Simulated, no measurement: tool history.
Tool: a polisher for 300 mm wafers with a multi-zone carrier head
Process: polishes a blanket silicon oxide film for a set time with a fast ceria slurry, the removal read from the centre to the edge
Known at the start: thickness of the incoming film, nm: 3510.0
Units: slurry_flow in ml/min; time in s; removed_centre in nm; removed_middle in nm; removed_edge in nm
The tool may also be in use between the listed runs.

{"run": 1, "day": 0.0, "slurry_flow": 315, "centre_zone": 1, "middle_zone": 1, "edge_zone": 1, "time": 64, "removed_centre": 705.84, "removed_middle": 707.98, "removed_edge": 683.31}
{"run": 2, "day": 0.079, "slurry_flow": 315, "centre_zone": 1, "middle_zone": 1.07, "edge_zone": 1, "time": 64, "removed_centre": 703.52, "removed_middle": 735.56, "removed_edge": 687.87}
{"run": 3, "day": 0.238, "slurry_flow": 325, "centre_zone": 0.99, "middle_zone": 1.1, "edge_zone": 1.01, "time": 67, "removed_centre": 736.23, "removed_middle": 805.89, "removed_edge": 720.73}
{"run": 4, "day": 0.375, "slurry_flow": 325, "centre_zone": 1.06, "middle_zone": 1.1, "edge_zone": 1.01, "time": 67, "removed_centre": 805.92, "removed_middle": 792.1, "removed_edge": 729.4}
{"run": 5, "day": 0.554, "slurry_flow": 325, "centre_zone": 1.06, "middle_zone": 1.17, "edge_zone": 1.01, "time": 67, "removed_centre": 790.03, "removed_middle": 846.98, "removed_edge": 719.58}
{"run": 6, "day": 0.762, "slurry_flow": 325, "centre_zone": 1, "middle_zone": 1.17, "edge_zone": 1.01, "time": 67, "removed_centre": 763.29, "removed_middle": 863.38, "removed_edge": 726}
{"day": 0.912, "done": "edge zone pressure recalibrated"}
{"run": 7, "day": 0.912, "slurry_flow": 330, "centre_zone": 0.99, "middle_zone": 1.17, "edge_zone": 1.05, "time": 68, "removed_centre": 762.8, "removed_middle": 866.74, "removed_edge": 782.02}

The next listed run, before its measurement:
{"run": 8, "day": 1.05, "slurry_flow": 340, "centre_zone": 0.98, "middle_zone": 1.17, "edge_zone": 1.05, "time": 69, "removed_centre": "?", "removed_middle": "?", "removed_edge": "?"}

removed_centre: 754.6 nm
removed_middle: 881.11 nm
removed_edge: 804.03 nm
